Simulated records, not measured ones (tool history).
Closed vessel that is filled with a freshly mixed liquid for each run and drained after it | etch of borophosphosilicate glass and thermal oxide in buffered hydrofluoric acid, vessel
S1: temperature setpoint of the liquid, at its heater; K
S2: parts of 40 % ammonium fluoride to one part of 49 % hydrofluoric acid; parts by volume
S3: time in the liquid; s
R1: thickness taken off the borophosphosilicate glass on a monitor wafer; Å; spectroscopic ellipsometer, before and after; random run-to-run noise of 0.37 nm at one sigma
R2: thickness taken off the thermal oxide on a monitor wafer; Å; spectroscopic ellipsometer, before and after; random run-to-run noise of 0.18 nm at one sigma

run,day,S1,S2,S3,R1,R2
1,0,297.15,17,60,1010.6,438.24
2,0.071,295.15,19.5,60,777.33,332.71
3,0.275,297.15,19.5,60,877.43,374.44
4,0.471,296.15,19.5,60,831.23,357.53
5,0.675,296.15,23,60,718.97,312.14
6,1.004,294.15,24,60,639.28,267.69

What will run 7 give?
7,1.133,294.15,28,50,?,?

Run 7 came out at R1 480.75 Å, R2 202.57 Å.
